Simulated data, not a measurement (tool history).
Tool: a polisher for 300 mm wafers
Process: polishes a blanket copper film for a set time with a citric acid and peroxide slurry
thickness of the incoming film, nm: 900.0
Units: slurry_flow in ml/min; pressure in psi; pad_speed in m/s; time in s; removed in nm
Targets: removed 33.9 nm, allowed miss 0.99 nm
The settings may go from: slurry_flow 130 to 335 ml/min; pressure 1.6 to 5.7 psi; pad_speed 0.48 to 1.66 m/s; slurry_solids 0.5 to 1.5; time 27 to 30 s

| run | day | slurry_flow | pressure | pad_speed | slurry_solids | time | removed |
|---|---|---|---|---|---|---|---|
| 1 | 0 | 215 | 3.6 | 1.06 | 1 | 30 | 71.05 |
| 2 | 0.354 | 215 | 3.6 | 1.2 | 1 | 30 | 78.7 |
| 3 | 0.492 | 215 | 3.2 | 1.12 | 1 | 30 | 66.682 |
| 4 | 0.533 | 180 | 3.2 | 1.12 | 1 | 30 | 64.915 |
| 5 | 0.829 | 180 | 3.2 | 1.12 | 0.85 | 30 | 62.28 |
| 6 | 1.117 | 175 | 2.9 | 1.08 | 0.85 | 30 | 54.488 |
| 7 | 1.296 | 175 | 2.6 | 1.06 | 0.85 | 30 | 48.09 |
| 8 | 1.4 | 175 | 2.4 | 1.06 | 0.85 | 30 | 45.023 |
| 9 | 1.746 | 175 | 2.4 | 1.06 | 0.85 | 30 | 44.838 |
| 10 | 1.992 | 175 | 2.2 | 1.06 | 0.85 | 30 | 41.388 |
| 11 | 2.054 | 175 | 2.1 | 1.06 | 0.85 | 30 | 39.609 |
| 12 | 2.338 | 175 | 2 | 1.06 | 0.85 | 30 | 37.904 |
| 13 | 2.688 | 175 | 1.9 | 1.06 | 0.85 | 30 | 36.59 |

4 next moves are on the table. One of them brings every result within its allowed miss. Which?
| A | 3.038 | 130 | 1.7 | 1.46 | 0.7 | 27 | ? |
| B | 3.038 | 190 | 1.8 | 0.94 | 1.25 | 30 | ? |
| C | 3.038 | 220 | 2 | 0.98 | 0.9 | 30 | ? |
| D | 3.038 | 190 | 2.2 | 0.9 | 0.95 | 30 | ? |

| move | removed |
|---|---|
| A | 36.554 |
| B | 33.94 |
| C | 36.488 |
| D | 36.817 |
A: as far off as the last run
B: meets every target
C: as far off as the last run
D: further off than the last run
Answer: B
